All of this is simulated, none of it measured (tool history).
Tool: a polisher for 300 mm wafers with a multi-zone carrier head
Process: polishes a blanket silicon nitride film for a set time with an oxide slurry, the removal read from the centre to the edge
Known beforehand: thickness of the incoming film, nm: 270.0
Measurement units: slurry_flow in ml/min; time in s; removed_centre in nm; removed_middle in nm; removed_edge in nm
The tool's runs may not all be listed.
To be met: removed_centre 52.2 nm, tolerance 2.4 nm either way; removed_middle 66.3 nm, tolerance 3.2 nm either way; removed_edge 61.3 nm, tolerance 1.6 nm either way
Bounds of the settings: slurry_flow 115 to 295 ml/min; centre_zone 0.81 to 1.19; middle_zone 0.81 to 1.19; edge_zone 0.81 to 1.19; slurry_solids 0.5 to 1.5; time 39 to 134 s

{"run": 1, "hour": 0.0, "slurry_flow": 190, "centre_zone": 1, "middle_zone": 1, "edge_zone": 1, "slurry_solids": 1, "time": 86, "removed_centre": 65.113, "removed_middle": 64.843, "removed_edge": 66.016}
{"run": 2, "hour": 8.7, "slurry_flow": 180, "centre_zone": 0.95, "middle_zone": 1.02, "edge_zone": 0.98, "slurry_solids": 1, "time": 86, "removed_centre": 61.676, "removed_middle": 66.743, "removed_edge": 64.702}
{"run": 3, "hour": 13.1, "slurry_flow": 180, "centre_zone": 0.95, "middle_zone": 1.02, "edge_zone": 0.9, "slurry_solids": 1, "time": 86, "removed_centre": 60.03, "removed_middle": 67.198, "removed_edge": 62.128}
{"run": 4, "hour": 17.8, "slurry_flow": 170, "centre_zone": 0.91, "middle_zone": 1.02, "edge_zone": 0.9, "slurry_solids": 1, "time": 86, "removed_centre": 58.123, "removed_middle": 66.111, "removed_edge": 61.629}
{"run": 5, "hour": 25.6, "slurry_flow": 165, "centre_zone": 0.88, "middle_zone": 1.03, "edge_zone": 0.91, "slurry_solids": 1, "time": 86, "removed_centre": 54.736, "removed_middle": 67.371, "removed_edge": 62.298}
{"run": 6, "hour": 33.6, "slurry_flow": 165, "centre_zone": 0.88, "middle_zone": 1.03, "edge_zone": 0.91, "slurry_solids": 1, "time": 100, "removed_centre": 64.765, "removed_middle": 79.594, "removed_edge": 72.404}
{"run": 7, "hour": 38.6, "slurry_flow": 160, "centre_zone": 0.86, "middle_zone": 1.01, "edge_zone": 0.89, "slurry_solids": 0.9, "time": 100, "removed_centre": 61.026, "removed_middle": 72.612, "removed_edge": 67.834}
{"run": 8, "hour": 47.5, "slurry_flow": 150, "centre_zone": 0.84, "middle_zone": 1.02, "edge_zone": 0.89, "slurry_solids": 0.85, "time": 99, "removed_centre": 57.421, "removed_middle": 70.456, "removed_edge": 65.307}
{"run": 9, "hour": 49.6, "slurry_flow": 145, "centre_zone": 0.83, "middle_zone": 1.02, "edge_zone": 0.89, "slurry_solids": 0.85, "time": 99, "removed_centre": 56.124, "removed_middle": 68.925, "removed_edge": 64.935}

5 candidate next runs follow, results not yet known. Just one meets every target within its allowed miss. Identify it.
{"run": "A", "hour": 51.7, "slurry_flow": 150, "centre_zone": 0.81, "middle_zone": 1.08, "edge_zone": 0.89, "slurry_solids": 0.95, "time": 92, "removed_centre": "?", "removed_middle": "?", "removed_edge": "?"}
{"run": "B", "hour": 51.7, "slurry_flow": 125, "centre_zone": 0.87, "middle_zone": 1.03, "edge_zone": 0.87, "slurry_solids": 0.8, "time": 107, "removed_centre": "?", "removed_middle": "?", "removed_edge": "?"}
{"run": "C", "hour": 51.7, "slurry_flow": 150, "centre_zone": 0.86, "middle_zone": 1.13, "edge_zone": 0.9, "slurry_solids": 0.85, "time": 99, "removed_centre": "?", "removed_middle": "?", "removed_edge": "?"}
{"run": "D", "hour": 51.7, "slurry_flow": 180, "centre_zone": 0.81, "middle_zone": 0.98, "edge_zone": 0.83, "slurry_solids": 0.6, "time": 111, "removed_centre": "?", "removed_middle": "?", "removed_edge": "?"}
{"run": "E", "hour": 51.7, "slurry_flow": 130, "centre_zone": 0.87, "middle_zone": 1.08, "edge_zone": 0.82, "slurry_solids": 0.9, "time": 89, "removed_centre": "?", "removed_middle": "?", "removed_edge": "?"}

move=A removed_centre=51.864 removed_middle=72.399 removed_edge=62.771
move=B removed_centre=58.329 removed_middle=72.999 removed_edge=65.745
move=C removed_centre=56.452 removed_middle=77.066 removed_edge=64.579
move=D removed_centre=51.621 removed_middle=66.227 removed_edge=60.122
move=E removed_centre=51.521 removed_middle=67.066 removed_edge=56.373
A: meets the target for the result that was furthest off, but another lies outside its allowed miss
B: lands further from the targets than the last run did
C: lands further from the targets than the last run did
D: every result within its allowed miss
E: pushes the last run's worst result past its target
Answer: D
